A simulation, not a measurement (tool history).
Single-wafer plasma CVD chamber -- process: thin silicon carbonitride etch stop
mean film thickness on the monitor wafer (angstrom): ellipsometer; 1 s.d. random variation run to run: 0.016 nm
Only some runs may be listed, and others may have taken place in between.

run  hour  RF power (kW)  deposition time (s)  mean film thickness on the monitor wafer (angstrom)
  1   0.0          0.170                 7.78                                               42.835
  2   0.6          0.165                 7.65                                               41.526
  3   2.7          0.140                 7.65                                               39.901
  4  10.4          0.120                 7.65                                               38.712
  5  14.6          0.120                 8.46                                               42.963
  6  21.5          0.120                 8.24                                               41.502
     23.0  -- thermocouple changed; heater temperature recalibrated
  7  23.0          0.120                 8.24                                               41.446

Estimate the outcome of run 8 from the log above:
  8  26.2          0.120                 8.06                                                    ?

{"run 8": {"mean film thickness on the monitor wafer (angstrom)": 40.723}}

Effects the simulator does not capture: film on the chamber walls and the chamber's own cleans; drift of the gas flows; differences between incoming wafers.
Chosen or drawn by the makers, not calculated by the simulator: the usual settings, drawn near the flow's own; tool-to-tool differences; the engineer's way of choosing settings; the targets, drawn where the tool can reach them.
